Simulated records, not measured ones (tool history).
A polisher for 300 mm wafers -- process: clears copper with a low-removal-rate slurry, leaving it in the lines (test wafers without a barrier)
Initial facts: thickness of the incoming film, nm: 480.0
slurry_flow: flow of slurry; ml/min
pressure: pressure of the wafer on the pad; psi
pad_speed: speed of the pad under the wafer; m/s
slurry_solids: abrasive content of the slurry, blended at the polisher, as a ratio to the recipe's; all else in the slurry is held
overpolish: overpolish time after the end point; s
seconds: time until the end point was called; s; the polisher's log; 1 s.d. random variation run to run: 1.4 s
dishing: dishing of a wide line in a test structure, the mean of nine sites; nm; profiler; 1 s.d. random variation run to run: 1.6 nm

run,hour,slurry_flow,pressure,pad_speed,slurry_solids,overpolish,seconds,dishing
1,0.0,175,3.0,1.36,1.00,23,131.39,44.310
2,6.1,175,3.0,1.52,1.00,23,115.53,48.611
3,11.1,175,3.0,1.52,0.85,23,125.34,46.445
4,13.1,175,3.2,1.52,0.85,25,112.73,53.397
5,18.4,175,3.2,1.52,0.85,21,113.15,44.967
6,20.1,175,3.3,1.52,0.85,24,112.12,51.673

Run 7 has not been measured yet. What should we expect?
7,23.7,175,3.4,1.52,0.85,26,?,?

seconds: 106.07 s
dishing: 56.034 nm

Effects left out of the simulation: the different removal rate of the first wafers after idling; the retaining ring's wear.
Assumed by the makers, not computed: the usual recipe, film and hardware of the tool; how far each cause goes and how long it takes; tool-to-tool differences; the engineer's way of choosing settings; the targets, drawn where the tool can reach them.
